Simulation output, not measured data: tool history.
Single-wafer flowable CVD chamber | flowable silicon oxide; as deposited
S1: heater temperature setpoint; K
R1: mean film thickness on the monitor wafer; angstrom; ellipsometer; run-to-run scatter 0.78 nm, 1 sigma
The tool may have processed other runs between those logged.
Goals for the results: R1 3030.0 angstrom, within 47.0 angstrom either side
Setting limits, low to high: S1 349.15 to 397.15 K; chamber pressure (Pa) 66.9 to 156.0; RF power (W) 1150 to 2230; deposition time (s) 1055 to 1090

run 1 hour=0.0 | S1=373.15 chamber_pressure_(Pa)=111.5 RF_power_(W)=1690 deposition_time_(s)=1055 | R1=5758.7
run 2 hour=5.1 | S1=376.15 chamber_pressure_(Pa)=111.5 RF_power_(W)=1690 deposition_time_(s)=1055 | R1=5172.1
run 3 hour=7.7 | S1=379.15 chamber_pressure_(Pa)=111.5 RF_power_(W)=1690 deposition_time_(s)=1055 | R1=4607.0
run 4 hour=14.5 | S1=381.15 chamber_pressure_(Pa)=111.5 RF_power_(W)=1690 deposition_time_(s)=1055 | R1=4280.1
run 5 hour=17.6 | S1=381.15 chamber_pressure_(Pa)=96.5 RF_power_(W)=1690 deposition_time_(s)=1055 | R1=3724.2
run 6 hour=20.6 | S1=375.15 chamber_pressure_(Pa)=96.5 RF_power_(W)=1690 deposition_time_(s)=1055 | R1=4662.4
run 7 hour=23.9 | S1=377.15 chamber_pressure_(Pa)=96.5 RF_power_(W)=1690 deposition_time_(s)=1055 | R1=4321.2
run 8 hour=25.4 | S1=379.15 chamber_pressure_(Pa)=96.5 RF_power_(W)=1690 deposition_time_(s)=1055 | R1=3994.0
run 9 hour=33.2 | S1=380.15 chamber_pressure_(Pa)=96.5 RF_power_(W)=1690 deposition_time_(s)=1055 | R1=3856.6
run 10 hour=38.2 | S1=381.15 chamber_pressure_(Pa)=96.5 RF_power_(W)=1690 deposition_time_(s)=1055 | R1=3728.5
run 11 hour=40.9 | S1=382.15 chamber_pressure_(Pa)=96.5 RF_power_(W)=1690 deposition_time_(s)=1055 | R1=3585.9
run 12 hour=47.0 | S1=383.15 chamber_pressure_(Pa)=96.5 RF_power_(W)=1690 deposition_time_(s)=1055 | R1=3464.2
run 13 hour=53.6 | S1=384.15 chamber_pressure_(Pa)=96.5 RF_power_(W)=1690 deposition_time_(s)=1055 | R1=3338.9
run 14 hour=58.8 | S1=384.15 chamber_pressure_(Pa)=96.5 RF_power_(W)=1690 deposition_time_(s)=1055 | R1=3345.9
run 15 hour=62.8 | S1=386.15 chamber_pressure_(Pa)=96.5 RF_power_(W)=1690 deposition_time_(s)=1055 | R1=3127.6

4 candidate next runs follow, results not yet known. Just one meets every target within its allowed miss. Identify it.
run A hour=66.8 | S1=382.15 chamber_pressure_(Pa)=81.1 RF_power_(W)=1785 deposition_time_(s)=1090 | R1=?
run B hour=66.8 | S1=389.15 chamber_pressure_(Pa)=103.7 RF_power_(W)=1725 deposition_time_(s)=1055 | R1=?
run C hour=66.8 | S1=385.15 chamber_pressure_(Pa)=92.8 RF_power_(W)=1655 deposition_time_(s)=1090 | R1=?
run D hour=66.8 | S1=386.15 chamber_pressure_(Pa)=100.4 RF_power_(W)=1615 deposition_time_(s)=1055 | R1=?

move=A R1=3211.1
move=B R1=3051.2
move=C R1=3204.9
move=D R1=3202.6
A: misses by more than the last run did
B: in spec on every target
C: misses by more than the last run did
D: misses by more than the last run did
Go with B: it meets all targets.
